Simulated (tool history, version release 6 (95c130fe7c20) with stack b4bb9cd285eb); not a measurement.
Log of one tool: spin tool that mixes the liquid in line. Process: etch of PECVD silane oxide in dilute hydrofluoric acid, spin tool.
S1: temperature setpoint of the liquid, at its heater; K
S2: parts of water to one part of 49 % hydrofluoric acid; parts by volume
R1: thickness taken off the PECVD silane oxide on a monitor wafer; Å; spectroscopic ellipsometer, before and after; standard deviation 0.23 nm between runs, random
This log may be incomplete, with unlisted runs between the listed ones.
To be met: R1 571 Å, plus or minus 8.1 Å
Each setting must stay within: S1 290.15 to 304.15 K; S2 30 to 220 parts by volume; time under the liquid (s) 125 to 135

{"run": 1, "hour": 0.0, "S1": 296.15, "S2": 125, "time under the liquid (s)": 125, "R1": 309.48}
{"run": 2, "hour": 2.4, "S1": 298.15, "S2": 115, "time under the liquid (s)": 125, "R1": 371.91}
{"run": 3, "hour": 7.9, "S1": 295.15, "S2": 115, "time under the liquid (s)": 125, "R1": 327.5}
{"run": 4, "hour": 11.9, "S1": 296.65, "S2": 115, "time under the liquid (s)": 125, "R1": 346.21}
{"run": 5, "hour": 20.3, "S1": 296.65, "S2": 155, "time under the liquid (s)": 125, "R1": 246.42}
{"run": 6, "hour": 28.5, "S1": 294.15, "S2": 155, "time under the liquid (s)": 125, "R1": 224.38}
{"run": 7, "hour": 36.9, "S1": 296.65, "S2": 140, "time under the liquid (s)": 125, "R1": 276.18}
{"run": 8, "hour": 43.9, "S1": 298.65, "S2": 125, "time under the liquid (s)": 125, "R1": 342.27}

4 next moves are on the table. One of them brings every result within its allowed miss. Which?
{"run": "A", "hour": 50.9, "S1": 298.65, "S2": 90, "time under the liquid (s)": 135, "R1": "?"}
{"run": "B", "hour": 50.9, "S1": 298.65, "S2": 105, "time under the liquid (s)": 135, "R1": "?"}
{"run": "C", "hour": 50.9, "S1": 300.15, "S2": 65, "time under the liquid (s)": 135, "R1": "?"}
{"run": "D", "hour": 50.9, "S1": 298.65, "S2": 85, "time under the liquid (s)": 135, "R1": "?"}

move=A R1=535.95
move=B R1=450.67
move=C R1=814.3
move=D R1=571.17
A: moves toward the targets from the last run without getting all of them in spec
B: moves toward the targets from the last run without getting all of them in spec
C: the result that was furthest off in the last run now lies on the other side of its target
D: all results land within tolerance of their targets
D meets every target.

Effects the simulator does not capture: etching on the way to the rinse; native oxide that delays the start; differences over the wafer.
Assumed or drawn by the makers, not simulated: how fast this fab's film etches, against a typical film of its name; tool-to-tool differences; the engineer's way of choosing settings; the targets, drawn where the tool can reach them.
